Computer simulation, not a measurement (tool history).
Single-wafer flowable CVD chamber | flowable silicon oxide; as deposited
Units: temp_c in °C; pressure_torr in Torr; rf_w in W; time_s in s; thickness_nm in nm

run	day	temp_c	pressure_torr	rf_w	time_s	thickness_nm
1	0.000	105	0.666	1870	752	268.10
2	0.079	105	0.666	2015	752	272.40
3	0.288	105	0.558	2015	752	231.67
4	0.417	105	0.558	2015	752	231.50
5	0.671	102	0.559	2015	752	259.17
6	1.042	100	0.559	2015	752	281.16
7	1.317	98	0.559	2015	752	300.25

The next listed run, before its measurement:
8	1.438	97	0.559	2015	752	?

{"run 8": {"thickness_nm": 314.73}}
